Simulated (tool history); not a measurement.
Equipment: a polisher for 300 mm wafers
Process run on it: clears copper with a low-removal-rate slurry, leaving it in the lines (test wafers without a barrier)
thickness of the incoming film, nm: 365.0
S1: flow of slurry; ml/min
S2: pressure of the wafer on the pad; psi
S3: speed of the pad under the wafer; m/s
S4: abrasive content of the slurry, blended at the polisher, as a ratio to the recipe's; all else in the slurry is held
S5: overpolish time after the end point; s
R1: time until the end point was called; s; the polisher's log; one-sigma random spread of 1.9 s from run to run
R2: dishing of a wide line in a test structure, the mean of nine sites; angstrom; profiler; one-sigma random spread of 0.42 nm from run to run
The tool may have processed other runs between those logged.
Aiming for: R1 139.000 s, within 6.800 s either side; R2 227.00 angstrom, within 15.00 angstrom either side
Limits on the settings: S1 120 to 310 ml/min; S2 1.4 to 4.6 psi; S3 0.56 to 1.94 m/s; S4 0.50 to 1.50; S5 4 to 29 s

run 1 day=0.000 | S1=200 S2=3.0 S3=1.24 S4=1.00 S5=15 | R1=91.252 R2=381.87
run 2 day=0.125 | S1=180 S2=3.0 S3=1.24 S4=1.00 S5=15 | R1=96.776 R2=372.45
run 3 day=0.283 | S1=175 S2=2.7 S3=1.24 S4=1.00 S5=14 | R1=103.340 R2=326.03
run 4 day=0.533 | S1=200 S2=2.7 S3=1.24 S4=1.00 S5=14 | R1=103.520 R2=340.80
run 5 day=0.721 | S1=195 S2=2.4 S3=1.22 S4=1.00 S5=13 | R1=119.920 R2=280.02
run 6 day=0.900 | S1=195 S2=2.4 S3=1.22 S4=1.15 S5=13 | R1=114.570 R2=286.49
run 7 day=1.242 | S1=195 S2=2.2 S3=1.22 S4=1.15 S5=13 | R1=124.080 R2=261.03
run 8 day=1.446 | S1=195 S2=2.1 S3=1.22 S4=1.15 S5=13 | R1=130.770 R2=257.71
run 9 day=1.604 | S1=195 S2=2.0 S3=1.22 S4=1.15 S5=13 | R1=136.900 R2=251.98

4 candidate next runs follow, results not yet known. Just one meets every target within its allowed miss. Identify it.
run A day=1.762 | S1=215 S2=2.2 S3=0.76 S4=1.25 S5=11 | R1=? R2=?
run B day=1.762 | S1=200 S2=1.8 S3=1.24 S4=1.25 S5=17 | R1=? R2=?
run C day=1.762 | S1=210 S2=1.8 S3=1.34 S4=1.20 S5=12 | R1=? R2=?
run D day=1.762 | S1=205 S2=1.7 S3=1.26 S4=1.15 S5=13 | R1=? R2=?

move=A R1=159.240 R2=193.64
move=B R1=146.700 R2=296.58
move=C R1=139.700 R2=232.16
move=D R1=155.120 R2=226.93
A: moves the result that the last run missed by most past its target, out the other side
B: the biggest miss grows against the last run
C: meets every target
D: corrects the largest miss of the last run, while another result sits out of spec
Move C is the one to make.

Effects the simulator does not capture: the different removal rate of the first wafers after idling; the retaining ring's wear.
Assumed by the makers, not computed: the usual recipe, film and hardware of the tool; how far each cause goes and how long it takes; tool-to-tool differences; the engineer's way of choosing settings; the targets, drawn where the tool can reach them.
